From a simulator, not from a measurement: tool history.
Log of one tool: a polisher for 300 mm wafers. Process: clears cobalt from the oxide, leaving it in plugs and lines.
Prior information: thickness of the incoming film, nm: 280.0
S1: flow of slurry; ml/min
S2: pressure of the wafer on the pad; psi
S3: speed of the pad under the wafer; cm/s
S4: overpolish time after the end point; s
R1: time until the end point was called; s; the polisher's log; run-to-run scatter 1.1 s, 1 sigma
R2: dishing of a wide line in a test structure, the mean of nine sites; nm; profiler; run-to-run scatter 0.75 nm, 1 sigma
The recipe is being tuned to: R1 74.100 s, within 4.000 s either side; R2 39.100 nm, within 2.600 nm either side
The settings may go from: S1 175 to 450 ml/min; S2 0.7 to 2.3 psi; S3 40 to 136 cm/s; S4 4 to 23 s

Run 1, day 0.000: S1 290 ml/min, S2 1.5 psi, S3 88 cm/s, S4 12 s. Result: R1 116.040 s, R2 23.349 nm.
Run 2, day 0.342: S1 290 ml/min, S2 1.6 psi, S3 88 cm/s, S4 13 s. Result: R1 108.300 s, R2 26.992 nm.
Run 3, day 0.679: S1 290 ml/min, S2 1.6 psi, S3 98 cm/s, S4 13 s. Result: R1 100.870 s, R2 28.385 nm.
Run 4, day 0.796: S1 350 ml/min, S2 1.6 psi, S3 98 cm/s, S4 13 s. Result: R1 99.550 s, R2 28.745 nm.
Run 5, day 1.021: S1 350 ml/min, S2 1.7 psi, S3 98 cm/s, S4 13 s. Result: R1 91.671 s, R2 30.274 nm.
Run 6, day 1.317: S1 350 ml/min, S2 1.9 psi, S3 100 cm/s, S4 14 s. Result: R1 79.866 s, R2 34.141 nm.
Run 7, day 1.396: S1 350 ml/min, S2 2.0 psi, S3 102 cm/s, S4 15 s. Result: R1 74.938 s, R2 36.909 nm.
Run 8, day 1.667: S1 350 ml/min, S2 2.0 psi, S3 102 cm/s, S4 15 s. Result: R1 73.797 s, R2 35.516 nm.

Pick the move, out of 4, that brings all results within their allowed miss; only one does.
Run A, day 1.938: S1 340 ml/min, S2 2.1 psi, S3 104 cm/s, S4 12 s. Result: R1 ?, R2 ?.
Run B, day 1.938: S1 275 ml/min, S2 2.3 psi, S3 94 cm/s, S4 12 s. Result: R1 ?, R2 ?.
Run C, day 1.938: S1 370 ml/min, S2 2.1 psi, S3 102 cm/s, S4 12 s. Result: R1 ?, R2 ?.
Run D, day 1.938: S1 335 ml/min, S2 2.1 psi, S3 100 cm/s, S4 16 s. Result: R1 ?, R2 ?.

move      R1      R2
   A  71.529  33.909
   B  73.684  33.319
   C  72.398  33.672
   D  74.409  38.822
A: the biggest miss grows against the last run
B: the biggest miss grows against the last run
C: the biggest miss grows against the last run
D: meets every target
The right move is D.
